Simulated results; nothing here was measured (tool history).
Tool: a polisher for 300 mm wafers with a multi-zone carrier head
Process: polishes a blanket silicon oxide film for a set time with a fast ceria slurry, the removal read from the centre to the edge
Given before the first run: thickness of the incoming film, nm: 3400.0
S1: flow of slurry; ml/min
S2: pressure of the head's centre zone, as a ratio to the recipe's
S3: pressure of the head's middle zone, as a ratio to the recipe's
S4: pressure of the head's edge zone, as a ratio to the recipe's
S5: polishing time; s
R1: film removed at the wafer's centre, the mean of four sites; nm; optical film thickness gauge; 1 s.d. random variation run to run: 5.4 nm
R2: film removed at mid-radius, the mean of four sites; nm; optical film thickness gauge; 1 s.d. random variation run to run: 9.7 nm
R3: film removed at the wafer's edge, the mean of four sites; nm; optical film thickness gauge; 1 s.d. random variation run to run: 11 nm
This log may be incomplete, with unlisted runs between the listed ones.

run    day   S1    S2    S3    S4  S5      R1      R2      R3
  1  0.000  255  1.00  1.00  1.00  68  879.38  903.96  935.91
  2  0.054  255  0.99  1.01  0.98  67  860.71  914.79  915.06
  3  0.271  315  0.99  1.01  0.98  67  869.79  911.95  926.60
  4  0.467  315  0.99  1.01  0.98  51  683.72  702.92  699.45
  5  0.625  315  1.06  1.01  0.98  51  719.56  701.86  710.91
  6  0.792  315  1.05  1.03  0.99  51  713.65  723.70  709.74
  7  0.954  315  1.04  1.04  1.00  51  718.63  734.00  725.81
  8  1.162  315  1.03  1.05  1.01  51  697.64  719.26  722.10
     1.338  -- worn pad replaced by a new one
  9  1.338  315  1.02  1.06  1.01  52  801.98  833.27  828.06
 10  1.446  310  1.00  1.06  0.99  52  782.19  837.35  816.95
 11  1.792  305  0.98  1.06  0.98  51  752.78  835.97  817.62

Predict the results of run 12:
 12  2.150  305  0.97  1.06  0.96  50   ?   ?   ?

{"run 12": {"R1": 730.41, "R2": 805.14, "R3": 789.38}}

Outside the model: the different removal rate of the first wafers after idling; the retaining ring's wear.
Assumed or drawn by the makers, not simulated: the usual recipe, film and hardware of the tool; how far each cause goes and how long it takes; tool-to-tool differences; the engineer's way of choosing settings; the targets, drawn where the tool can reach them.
